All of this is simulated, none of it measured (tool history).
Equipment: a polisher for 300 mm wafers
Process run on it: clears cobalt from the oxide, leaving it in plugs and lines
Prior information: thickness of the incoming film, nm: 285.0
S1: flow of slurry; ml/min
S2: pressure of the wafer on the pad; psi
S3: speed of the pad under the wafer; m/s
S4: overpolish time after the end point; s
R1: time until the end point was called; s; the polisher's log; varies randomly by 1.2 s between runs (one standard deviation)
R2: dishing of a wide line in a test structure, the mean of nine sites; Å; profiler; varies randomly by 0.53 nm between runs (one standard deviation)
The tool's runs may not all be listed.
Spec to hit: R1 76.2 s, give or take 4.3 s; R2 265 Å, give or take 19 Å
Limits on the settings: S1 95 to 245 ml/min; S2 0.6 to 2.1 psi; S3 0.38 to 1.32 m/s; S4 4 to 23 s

run  hour   S1   S2    S3  S4      R1      R2
  1     0  155  1.3  0.84  12   128.8  245.14
  2   7.3  155  1.3  0.84   8  130.15  171.15
  3  11.2  155  1.3  0.84   4  130.19   87.63
  4  18.7  155  1.4  0.84   5  123.37  118.15
  5  24.1  155  1.1  0.84   5  148.27  95.116
  6  26.4  155  1.1  0.84   4  155.41  77.731
  7  30.5  155  1.2  0.84   4  140.71  81.296
  8  32.3  155  1.3  0.84   4  127.68  90.452
  9  40.6  155  1.4  0.84   5  119.08  115.66
 10  46.9  155  1.5  0.84   5   113.3  127.18
 11  52.5  155  1.6  0.84   5  107.73  132.66
 12    60  155  1.7  0.84   5  101.55  139.14
 13    61  155  1.9  0.88   7  87.015  214.79

Exactly one of the 4 candidate moves below puts every result within its allowed miss. Which one?
  A    62  120  1.6     1   7   ?   ?
  B    62  160    2     1   9   ?   ?
  C    62  225  1.9  0.84   7   ?   ?
  D    62  155  2.1   0.9   8   ?   ?

move      R1      R2
   A  98.397   191.6
   B  74.826  293.07
   C  84.828   217.1
   D  77.341   260.7
A: lands further from the targets than the last run did
B: the result that was furthest off in the last run now lies on the other side of its target
C: about as far from the targets as the last run
D: every result within its allowed miss
The move that meets every target is D.
